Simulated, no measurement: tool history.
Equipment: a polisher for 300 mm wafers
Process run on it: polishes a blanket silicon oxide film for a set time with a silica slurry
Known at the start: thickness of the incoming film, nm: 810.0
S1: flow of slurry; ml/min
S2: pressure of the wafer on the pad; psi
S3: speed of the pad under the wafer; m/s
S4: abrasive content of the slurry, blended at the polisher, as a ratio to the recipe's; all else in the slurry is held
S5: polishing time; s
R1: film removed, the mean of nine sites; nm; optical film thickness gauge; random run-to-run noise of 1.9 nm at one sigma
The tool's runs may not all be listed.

Run 1, hour 0.0: S1 235 ml/min, S2 5.4 psi, S3 1.38 m/s, S4 1.0, S5 21 s. Result: R1 106.61 nm.
Run 2, hour 6.0: S1 195 ml/min, S2 5.4 psi, S3 1.38 m/s, S4 1.0, S5 21 s. Result: R1 103.05 nm.
Run 3, hour 11.8: S1 200 ml/min, S2 5.8 psi, S3 1.38 m/s, S4 1.0, S5 21 s. Result: R1 109.21 nm.
Run 4, hour 19.9: S1 200 ml/min, S2 5.8 psi, S3 1.38 m/s, S4 0.9, S5 21 s. Result: R1 102.04 nm.
Run 5, hour 21.4: S1 200 ml/min, S2 6.6 psi, S3 1.38 m/s, S4 0.9, S5 21 s. Result: R1 113.82 nm.
At hour 22.7: head pressure recalibrated.
Run 6, hour 22.7: S1 205 ml/min, S2 6.9 psi, S3 1.42 m/s, S4 0.9, S5 21 s. Result: R1 128.57 nm.
Run 7, hour 25.1: S1 215 ml/min, S2 7.1 psi, S3 1.42 m/s, S4 0.9, S5 21 s. Result: R1 128.22 nm.
Run 8, hour 27.6: S1 215 ml/min, S2 7.3 psi, S3 1.44 m/s, S4 0.9, S5 21 s. Result: R1 135.58 nm.

For run 9, what comes out?
Run 9, hour 32.3: S1 220 ml/min, S2 7.5 psi, S3 1.44 m/s, S4 0.9, S5 21 s. Result: R1 ?.

{"run 9": {"R1": 137.12}}
